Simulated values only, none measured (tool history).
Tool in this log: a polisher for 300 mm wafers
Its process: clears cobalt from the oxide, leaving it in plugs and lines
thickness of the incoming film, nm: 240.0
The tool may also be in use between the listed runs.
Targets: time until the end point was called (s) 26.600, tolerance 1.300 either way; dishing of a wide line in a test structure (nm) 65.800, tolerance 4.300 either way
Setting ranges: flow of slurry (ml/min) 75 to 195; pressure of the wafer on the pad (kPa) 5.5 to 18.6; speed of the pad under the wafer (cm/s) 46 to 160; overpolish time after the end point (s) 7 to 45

run  hour  flow of slurry (ml/min)  pressure of the wafer on the pad (kPa)  speed of the pad under the wafer (cm/s)  overpolish time after the end point (s)  time until the end point was called (s)  dishing of a wide line in a test structure (nm)
  1   0.0                      125                                    11.7                                      102                                       23                                   45.323                                           64.543
  2   3.1                      125                                    12.4                                      102                                       22                                   43.179                                           62.073
  3   4.0                      125                                    12.4                                      114                                       22                                   40.342                                           66.460
  4   8.3                      125                                    13.1                                      114                                       21                                   38.212                                           68.274
  5  17.3                      125                                    13.1                                      114                                       28                                   38.493                                           71.919
  6  23.2                      125                                    13.1                                      136                                       28                                   34.265                                           75.146
  7  27.1                      125                                    13.1                                      136                                       25                                   34.107                                           73.767
  8  33.4                      125                                    13.1                                      136                                       23                                   33.659                                           73.926
  9  38.3                      130                                    13.8                                      132                                       21                                   33.215                                           70.735
 10  38.9                      130                                    14.5                                      132                                       19                                   31.514                                           68.452
 11  39.8                      130                                    14.5                                      132                                       18                                   32.380                                           68.324
 12  43.9                      130                                    15.2                                      132                                       17                                   30.825                                           67.323
 13  51.6                      135                                    16.5                                      132                                       15                                   28.588                                           67.886
 14  56.1                      135                                    16.5                                      132                                       14                                   28.023                                           63.297

Which one of the following 5 next-run settings gets every result inside its allowed miss? There is exactly one.
  A  60.6                      130                                    15.9                                      124                                       24                                        ?                                                ?
  B  60.6                      150                                    13.8                                      142                                       16                                        ?                                                ?
  C  60.6                      135                                    15.9                                      146                                       15                                        ?                                                ?
  D  60.6                      185                                    14.5                                      128                                       16                                        ?                                                ?
  E  60.6                      145                                    13.8                                      154                                       13                                        ?                                                ?

move  time until the end point was called (s)  dishing of a wide line in a test structure (nm)
   A                                   29.915                                           75.065
   B                                   29.991                                           65.959
   C                                   26.268                                           67.649
   D                                   30.367                                           65.646
   E                                   28.257                                           61.857
A: moves away from the targets compared with the last run
B: moves away from the targets compared with the last run
C: meets every target
D: moves away from the targets compared with the last run
E: moves away from the targets compared with the last run
Answer: C
